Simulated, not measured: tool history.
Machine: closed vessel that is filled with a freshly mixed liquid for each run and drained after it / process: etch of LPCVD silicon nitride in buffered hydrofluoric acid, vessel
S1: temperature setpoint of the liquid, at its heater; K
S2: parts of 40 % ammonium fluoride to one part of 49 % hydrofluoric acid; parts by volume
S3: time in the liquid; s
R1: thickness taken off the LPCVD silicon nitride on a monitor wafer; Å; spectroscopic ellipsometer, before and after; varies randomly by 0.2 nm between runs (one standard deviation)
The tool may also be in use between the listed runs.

run,day,S1,S2,S3,R1
1,0,294.15,19,3185,223.31
2,0.038,294.15,14,3185,299.01
3,0.1,296.65,14,3185,343.52
4,0.392,297.65,14,3185,356.49
5,0.642,297.15,14,3185,348.58
6,0.671,296.65,14,3185,341.59
7,0.996,296.15,14,3185,334.12

For run 8, what comes out?
8,1.258,295.65,14,3185,?

{"run 8": {"R1": 324.01}}

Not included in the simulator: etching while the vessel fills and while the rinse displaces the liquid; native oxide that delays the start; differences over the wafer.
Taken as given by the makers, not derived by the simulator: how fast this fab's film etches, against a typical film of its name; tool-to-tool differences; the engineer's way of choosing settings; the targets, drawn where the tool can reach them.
